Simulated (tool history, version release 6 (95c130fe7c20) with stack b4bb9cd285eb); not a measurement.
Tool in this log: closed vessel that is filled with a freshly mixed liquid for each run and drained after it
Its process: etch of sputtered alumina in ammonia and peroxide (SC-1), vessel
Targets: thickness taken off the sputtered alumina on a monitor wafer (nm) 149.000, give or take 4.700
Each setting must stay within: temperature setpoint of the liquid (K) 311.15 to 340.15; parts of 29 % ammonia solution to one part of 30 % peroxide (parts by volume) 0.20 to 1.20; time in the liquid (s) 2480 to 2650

| run | hour | temperature setpoint of the liquid (K) | parts of 29 % ammonia solution to one part of 30 % peroxide (parts by volume) | time in the liquid (s) | thickness taken off the sputtered alumina on a monitor wafer (nm) |
|---|---|---|---|---|---|
| 1 | 0.0 | 324.15 | 0.90 | 2480 | 98.528 |
| 2 | 7.0 | 326.15 | 0.90 | 2480 | 111.460 |
| 3 | 10.7 | 327.65 | 0.90 | 2480 | 121.940 |
| 4 | 16.5 | 327.65 | 0.90 | 2650 | 129.590 |
| 5 | 19.3 | 321.65 | 0.90 | 2650 | 92.684 |
| 6 | 23.5 | 321.65 | 0.90 | 2480 | 87.524 |
| 7 | 24.4 | 324.15 | 0.90 | 2480 | 99.537 |
| 8 | 29.7 | 326.15 | 0.90 | 2480 | 111.180 |
| 9 | 30.2 | 327.65 | 0.90 | 2480 | 121.750 |

Exercise: of the 4 proposed moves below, exactly one satisfies all targets within the stated allowed misses. Which move is it?
| A | 30.7 | 329.15 | 0.80 | 2605 | ? |
| B | 30.7 | 326.65 | 1.15 | 2480 | ? |
| C | 30.7 | 330.65 | 0.80 | 2650 | ? |
| D | 30.7 | 329.65 | 0.80 | 2535 | ? |

| move | thickness taken off the sputtered alumina on a monitor wafer (nm) |
|---|---|
| A | 134.780 |
| B | 116.280 |
| C | 148.340 |
| D | 134.660 |
A: nearer than the last run, and not there yet
B: misses by more than the last run did
C: hits every target within its allowed miss
D: nearer than the last run, and not there yet
Move C is the one to make.
